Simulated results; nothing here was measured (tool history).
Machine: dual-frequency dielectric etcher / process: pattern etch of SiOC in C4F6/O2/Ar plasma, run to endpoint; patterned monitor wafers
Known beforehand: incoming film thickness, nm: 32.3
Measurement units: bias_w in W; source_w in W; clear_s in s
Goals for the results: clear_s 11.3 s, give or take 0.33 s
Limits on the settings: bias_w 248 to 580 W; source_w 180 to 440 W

run  hour  bias_w  source_w  clear_s
  1     0     414       310   13.339
  2     5     470       310   12.667
  3    11     524       310   12.239
  4  15.9     524       270   13.205
  5  23.2     540       290   12.692
  6  27.8     551       310   12.131
  7  34.3     559       320   11.811
  8  43.2     564       330    11.66
  9  51.3     568       330   11.718

Next run, 4 choices. One meets every target within its allowed miss, the rest don't. Which?
  A  59.4     503       330        ?
  B  59.4     497       310        ?
  C  59.4     580       350        ?
  D  59.4     547       280        ?

move  clear_s
   A   12.189
   B   12.592
   C   11.339
   D   12.808
A: the biggest miss grows against the last run
B: the biggest miss grows against the last run
C: all results in spec
D: the biggest miss grows against the last run
Go with C: it meets all targets.

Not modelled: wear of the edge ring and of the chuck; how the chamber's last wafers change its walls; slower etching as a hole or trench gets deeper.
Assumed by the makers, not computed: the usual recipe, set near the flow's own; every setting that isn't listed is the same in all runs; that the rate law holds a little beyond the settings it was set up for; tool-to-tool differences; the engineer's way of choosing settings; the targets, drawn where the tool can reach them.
